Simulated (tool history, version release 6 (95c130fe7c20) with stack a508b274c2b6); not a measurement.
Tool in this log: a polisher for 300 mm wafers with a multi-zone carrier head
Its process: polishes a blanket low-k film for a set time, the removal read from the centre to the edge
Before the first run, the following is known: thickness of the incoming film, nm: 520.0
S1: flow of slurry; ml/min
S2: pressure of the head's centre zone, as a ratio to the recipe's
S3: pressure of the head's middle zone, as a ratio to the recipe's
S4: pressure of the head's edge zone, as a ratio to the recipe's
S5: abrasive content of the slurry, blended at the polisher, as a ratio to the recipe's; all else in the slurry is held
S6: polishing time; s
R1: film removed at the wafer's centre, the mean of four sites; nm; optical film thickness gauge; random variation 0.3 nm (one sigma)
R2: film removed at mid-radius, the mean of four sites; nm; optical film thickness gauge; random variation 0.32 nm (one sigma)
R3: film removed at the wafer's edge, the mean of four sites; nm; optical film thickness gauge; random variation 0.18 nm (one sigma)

run    day   S1    S2    S3    S4   S5  S6      R1      R2      R3
  1  0.000  125  1.00  1.00  1.00  1.0  76  21.822  22.613  21.954
  2  0.146  100  1.00  1.00  1.00  1.0  76  20.330  20.768  21.275
  3  0.429  100  1.00  1.00  1.00  1.1  76  21.528  22.052  22.382
  4  0.588   80  1.00  1.00  1.00  1.1  76  19.603  20.082  21.023
  5  0.788   90  1.01  0.99  1.00  1.1  76  20.646  20.666  21.568
  6  1.083  100  1.02  0.98  1.00  1.1  76  21.492  21.334  22.470
  7  1.400  105  1.03  0.98  0.99  1.1  76  22.626  21.256  22.368

The next listed run, before its measurement:
  8  1.696  110  1.03  0.98  0.99  1.1  76   ?   ?   ?

R1: 23.007 nm
R2: 22.074 nm
R3: 22.121 nm

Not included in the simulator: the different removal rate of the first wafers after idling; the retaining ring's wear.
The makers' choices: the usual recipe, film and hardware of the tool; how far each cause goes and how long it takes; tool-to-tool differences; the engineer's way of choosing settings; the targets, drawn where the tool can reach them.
